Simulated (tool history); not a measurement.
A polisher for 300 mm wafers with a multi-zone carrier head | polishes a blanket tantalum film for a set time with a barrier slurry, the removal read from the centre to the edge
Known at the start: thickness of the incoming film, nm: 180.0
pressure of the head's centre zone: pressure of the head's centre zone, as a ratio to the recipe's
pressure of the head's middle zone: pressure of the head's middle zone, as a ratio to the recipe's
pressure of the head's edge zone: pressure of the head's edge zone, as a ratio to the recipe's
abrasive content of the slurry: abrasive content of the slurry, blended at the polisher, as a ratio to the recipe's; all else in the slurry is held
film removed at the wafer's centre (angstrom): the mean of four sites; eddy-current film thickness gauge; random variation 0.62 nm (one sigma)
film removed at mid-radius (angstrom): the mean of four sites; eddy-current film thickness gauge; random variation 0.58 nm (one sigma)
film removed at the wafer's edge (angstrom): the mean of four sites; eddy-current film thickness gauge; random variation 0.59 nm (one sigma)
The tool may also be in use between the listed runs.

| run | hour | flow of slurry (ml/min) | pressure of the head's centre zone | pressure of the head's middle zone | pressure of the head's edge zone | abrasive content of the slurry | polishing time (s) | film removed at the wafer's centre (angstrom) | film removed at mid-radius (angstrom) | film removed at the wafer's edge (angstrom) |
|---|---|---|---|---|---|---|---|---|---|---|
| 1 | 0.0 | 265 | 1.00 | 1.00 | 1.00 | 1.0 | 55 | 701.94 | 706.36 | 734.06 |
| 2 | 5.4 | 265 | 1.00 | 1.05 | 1.00 | 1.0 | 55 | 706.02 | 741.10 | 723.97 |
| 3 | 9.6 | 265 | 1.00 | 1.05 | 1.00 | 1.1 | 55 | 709.03 | 764.16 | 740.09 |
| 4 | 18.3 | 265 | 1.00 | 1.09 | 1.00 | 1.1 | 55 | 720.30 | 787.98 | 730.34 |
| 5 | 26.4 | 265 | 0.94 | 1.09 | 1.00 | 1.1 | 55 | 667.66 | 765.98 | 719.05 |
| 6 | 34.7 | 265 | 0.94 | 1.09 | 1.00 | 1.1 | 68 | 844.87 | 962.95 | 908.95 |

Run 7 comes next. What will it give?
| 7 | 37.4 | 270 | 0.99 | 1.03 | 0.96 | 0.9 | 60 | ? | ? | ? |

Run 7 gave film removed at the wafer's centre (angstrom) 758.46, film removed at mid-radius (angstrom) 771.27, film removed at the wafer's edge (angstrom) 766.91.

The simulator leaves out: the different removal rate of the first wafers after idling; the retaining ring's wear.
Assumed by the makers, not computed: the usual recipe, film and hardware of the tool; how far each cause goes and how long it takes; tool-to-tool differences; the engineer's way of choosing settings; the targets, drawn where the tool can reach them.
